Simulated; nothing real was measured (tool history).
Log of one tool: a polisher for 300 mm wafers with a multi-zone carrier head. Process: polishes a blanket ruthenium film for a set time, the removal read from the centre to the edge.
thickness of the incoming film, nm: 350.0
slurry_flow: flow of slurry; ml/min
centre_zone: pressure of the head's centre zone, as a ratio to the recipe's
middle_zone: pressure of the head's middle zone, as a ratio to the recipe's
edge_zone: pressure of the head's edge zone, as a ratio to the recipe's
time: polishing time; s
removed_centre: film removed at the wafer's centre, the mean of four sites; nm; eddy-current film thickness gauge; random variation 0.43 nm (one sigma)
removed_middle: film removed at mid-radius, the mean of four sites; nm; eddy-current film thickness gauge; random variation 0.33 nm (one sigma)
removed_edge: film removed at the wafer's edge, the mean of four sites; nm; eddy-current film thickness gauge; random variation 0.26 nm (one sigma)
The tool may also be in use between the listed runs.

Run 1, hour 0: slurry_flow 145 ml/min, centre_zone 1, middle_zone 1, edge_zone 1, time 52 s. Result: removed_centre 51.132 nm, removed_middle 49.985 nm, removed_edge 50.76 nm.
Run 2, hour 7.7: slurry_flow 145 ml/min, centre_zone 1, middle_zone 1, edge_zone 1, time 44 s. Result: removed_centre 42.531 nm, removed_middle 43.442 nm, removed_edge 42.856 nm.
Run 3, hour 8.4: slurry_flow 145 ml/min, centre_zone 1, middle_zone 1, edge_zone 1.04, time 44 s. Result: removed_centre 42.793 nm, removed_middle 42.341 nm, removed_edge 43.28 nm.
Run 4, hour 15.6: slurry_flow 140 ml/min, centre_zone 1.05, middle_zone 0.95, edge_zone 1.03, time 38 s. Result: removed_centre 38.444 nm, removed_middle 36.129 nm, removed_edge 36.416 nm.
Run 5, hour 22.6: slurry_flow 130 ml/min, centre_zone 1.08, middle_zone 0.9, edge_zone 1.06, time 36 s. Result: removed_centre 36.858 nm, removed_middle 31.427 nm, removed_edge 34.784 nm.
Run 6, hour 24.9: slurry_flow 120 ml/min, centre_zone 1.1, middle_zone 0.87, edge_zone 1.03, time 34 s. Result: removed_centre 34.339 nm, removed_middle 28.505 nm, removed_edge 31.641 nm.

Forecast run 7:
Run 7, hour 28.7: slurry_flow 110 ml/min, centre_zone 1.12, middle_zone 0.86, edge_zone 1.01, time 34 s. Result: removed_centre ?, removed_middle ?, removed_edge ?.

Run 7 gave removed_centre 33.741 nm, removed_middle 27.818 nm, removed_edge 31.429 nm.
